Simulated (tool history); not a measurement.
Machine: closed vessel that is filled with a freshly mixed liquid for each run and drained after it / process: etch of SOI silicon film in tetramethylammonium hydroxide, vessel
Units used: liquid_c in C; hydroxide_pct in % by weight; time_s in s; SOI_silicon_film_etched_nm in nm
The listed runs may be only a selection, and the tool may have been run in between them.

run 1 hour=0.0 | liquid_c=70.0 hydroxide_pct=10 time_s=100 | SOI_silicon_film_etched_nm=846.72
run 2 hour=2.2 | liquid_c=70.0 hydroxide_pct=11 time_s=100 | SOI_silicon_film_etched_nm=838.03
run 3 hour=9.4 | liquid_c=69.5 hydroxide_pct=11 time_s=100 | SOI_silicon_film_etched_nm=792.77
run 4 hour=16.0 | liquid_c=74.5 hydroxide_pct=11 time_s=100 | SOI_silicon_film_etched_nm=1070.20
run 5 hour=24.5 | liquid_c=72.5 hydroxide_pct=11 time_s=100 | SOI_silicon_film_etched_nm=958.89
run 6 hour=29.7 | liquid_c=71.0 hydroxide_pct=11 time_s=100 | SOI_silicon_film_etched_nm=855.51

What will run 7 give?
run 7 hour=32.1 | liquid_c=70.0 hydroxide_pct=11 time_s=100 | SOI_silicon_film_etched_nm=?

{"run 7": {"SOI_silicon_film_etched_nm": 824.79}}

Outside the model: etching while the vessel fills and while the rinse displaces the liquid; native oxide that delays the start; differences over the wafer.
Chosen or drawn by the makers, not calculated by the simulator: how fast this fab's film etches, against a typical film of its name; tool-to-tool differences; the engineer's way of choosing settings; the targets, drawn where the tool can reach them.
